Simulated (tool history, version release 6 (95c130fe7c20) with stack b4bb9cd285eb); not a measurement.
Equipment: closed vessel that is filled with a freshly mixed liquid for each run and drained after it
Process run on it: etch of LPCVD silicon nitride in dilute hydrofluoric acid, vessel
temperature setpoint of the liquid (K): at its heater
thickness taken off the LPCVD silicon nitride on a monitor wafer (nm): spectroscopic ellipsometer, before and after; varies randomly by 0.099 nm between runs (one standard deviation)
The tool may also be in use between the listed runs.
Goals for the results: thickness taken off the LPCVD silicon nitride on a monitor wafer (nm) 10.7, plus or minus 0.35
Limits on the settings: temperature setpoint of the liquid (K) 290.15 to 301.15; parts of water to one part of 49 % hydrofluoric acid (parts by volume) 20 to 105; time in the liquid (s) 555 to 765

run,hour,temperature setpoint of the liquid (K),parts of water to one part of 49 % hydrofluoric acid (parts by volume),time in the liquid (s),thickness taken off the LPCVD silicon nitride on a monitor wafer (nm)
1,0,293.15,55,765,5.1709
2,6.5,295.15,55,765,5.9678
3,15.4,297.15,50,765,7.4371
4,19.2,298.65,50,765,8.2972
5,24.2,299.65,50,765,8.7966
6,33.9,299.65,50,765,8.761
7,40.7,299.65,50,765,8.8102
8,46.3,300.15,50,765,9.0838
9,52.4,300.65,50,765,9.4487

Which single option among these 5 for the next run brings every result within its allowed miss of target? Just one does.
A,58.5,300.15,30,585,?
B,58.5,300.15,30,555,?
C,58.5,301.15,50,675,?
D,58.5,299.15,40,715,?
E,58.5,301.15,45,690,?

move,thickness taken off the LPCVD silicon nitride on a monitor wafer (nm)
A,11.42
B,10.835
C,8.5415
D,9.8671
E,9.6854
A: the result that was furthest off in the last run now lies on the other side of its target
B: all results in spec
C: the biggest miss grows against the last run
D: moves toward the targets from the last run without getting all of them in spec
E: moves toward the targets from the last run without getting all of them in spec
Move B is the one to make.
